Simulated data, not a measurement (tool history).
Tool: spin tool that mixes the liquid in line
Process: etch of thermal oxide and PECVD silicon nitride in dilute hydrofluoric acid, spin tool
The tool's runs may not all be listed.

run    day  temperature setpoint of the liquid (K)  parts of water to one part of 49 % hydrofluoric acid (parts by volume)  time under the liquid (s)  thickness taken off the thermal oxide on a monitor wafer (nm)  thickness taken off the PECVD silicon nitride on a monitor wafer (nm)
  1  0.000                                  298.15                                                                      85                        180                                                         9.8255                                                                 4.4488
  2  0.350                                  298.15                                                                      85                        140                                                         7.7551                                                                 3.5129
  3  0.467                                  298.15                                                                      80                        135                                                         7.9839                                                                 3.5194
  4  0.629                                  298.15                                                                      80                        195                                                        11.6480                                                                 5.0900
  5  0.742                                  300.15                                                                      80                        195                                                        12.4450                                                                 5.8045
  6  1.088                                  300.15                                                                      95                        195                                                        10.3190                                                                 4.8943
  7  1.279                                  299.15                                                                      90                        195                                                        10.5640                                                                 4.8139

Run 8 is up next; what results do you expect?
  8  1.650                                  298.65                                                                      85                        195                                                              ?                                                                      ?

Run 8 produced thickness taken off the thermal oxide on a monitor wafer (nm) 11.1440, thickness taken off the PECVD silicon nitride on a monitor wafer (nm) 4.8942.

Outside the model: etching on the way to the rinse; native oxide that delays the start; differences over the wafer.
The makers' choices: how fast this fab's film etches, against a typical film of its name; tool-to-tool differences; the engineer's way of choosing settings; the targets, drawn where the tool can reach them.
